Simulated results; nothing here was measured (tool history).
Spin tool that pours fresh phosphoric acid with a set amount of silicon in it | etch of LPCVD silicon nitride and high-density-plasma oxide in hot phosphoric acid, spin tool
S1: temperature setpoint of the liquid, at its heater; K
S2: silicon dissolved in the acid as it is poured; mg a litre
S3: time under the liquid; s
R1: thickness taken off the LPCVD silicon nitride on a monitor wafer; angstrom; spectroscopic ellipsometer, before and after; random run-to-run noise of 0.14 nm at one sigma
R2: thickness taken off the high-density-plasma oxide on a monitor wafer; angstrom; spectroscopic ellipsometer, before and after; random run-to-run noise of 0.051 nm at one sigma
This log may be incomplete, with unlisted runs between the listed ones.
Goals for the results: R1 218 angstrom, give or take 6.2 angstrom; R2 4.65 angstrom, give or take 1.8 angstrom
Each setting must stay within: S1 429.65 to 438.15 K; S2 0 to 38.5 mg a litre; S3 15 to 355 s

{"run": 1, "hour": 0.0, "S1": 433.15, "S2": 17, "S3": 180, "R1": 162.23, "R2": 2.6809}
{"run": 2, "hour": 0.9, "S1": 433.15, "S2": 17, "S3": 130, "R1": 116.82, "R2": 2.228}
{"run": 3, "hour": 5.5, "S1": 433.15, "S2": 17, "S3": 80, "R1": 72.238, "R2": 1.1126}
{"run": 4, "hour": 6.3, "S1": 433.15, "S2": 7.5, "S3": 80, "R1": 71.701, "R2": 1.3522}
{"run": 5, "hour": 7.1, "S1": 433.15, "S2": 7.5, "S3": 110, "R1": 100.24, "R2": 2.1603}
{"run": 6, "hour": 16.2, "S1": 433.15, "S2": 12, "S3": 110, "R1": 99.004, "R2": 1.7181}
{"run": 7, "hour": 21.3, "S1": 434.15, "S2": 12, "S3": 130, "R1": 120.29, "R2": 1.894}
{"run": 8, "hour": 27.0, "S1": 434.15, "S2": 9, "S3": 145, "R1": 135.13, "R2": 2.9349}
{"run": 9, "hour": 35.3, "S1": 435.15, "S2": 10, "S3": 155, "R1": 149.51, "R2": 2.7553}
{"run": 10, "hour": 44.0, "S1": 435.65, "S2": 8, "S3": 165, "R1": 162.53, "R2": 2.8566}
{"run": 11, "hour": 49.0, "S1": 435.65, "S2": 6, "S3": 175, "R1": 171.17, "R2": 4.2592}
{"run": 12, "hour": 57.9, "S1": 436.15, "S2": 6.5, "S3": 180, "R1": 176.97, "R2": 4.7151}
{"run": 13, "hour": 60.8, "S1": 436.65, "S2": 8.5, "S3": 185, "R1": 187.91, "R2": 4.3441}
{"run": 14, "hour": 61.8, "S1": 436.65, "S2": 9.5, "S3": 190, "R1": 194.05, "R2": 4.3977}
{"run": 15, "hour": 65.1, "S1": 436.65, "S2": 10.5, "S3": 195, "R1": 197.76, "R2": 3.4626}

Which single option among these 5 for the next run brings every result within its allowed miss of target? Just one does.
{"run": "A", "hour": 68.4, "S1": 438.15, "S2": 13.5, "S3": 205, "R1": "?", "R2": "?"}
{"run": "B", "hour": 68.4, "S1": 436.65, "S2": 10, "S3": 205, "R1": "?", "R2": "?"}
{"run": "C", "hour": 68.4, "S1": 432.15, "S2": 20, "S3": 210, "R1": "?", "R2": "?"}
{"run": "D", "hour": 68.4, "S1": 438.15, "S2": 31.5, "S3": 220, "R1": "?", "R2": "?"}
{"run": "E", "hour": 68.4, "S1": 437.65, "S2": 38.5, "S3": 210, "R1": "?", "R2": "?"}

move=A R1=219.23 R2=4.4975
move=B R1=208.66 R2=4.3731
move=C R1=183.93 R2=2.5011
move=D R1=235.27 R2=2.7331
move=E R1=220.91 R2=1.7665
A: meets every target
B: closes in on the targets versus the last run, not all within tolerance yet
C: moves away from the targets compared with the last run
D: the result that was furthest off in the last run now lies on the other side of its target
E: gets the furthest-off result to its target, but another result is out of tolerance
So the answer is move A, the one that meets all the targets.
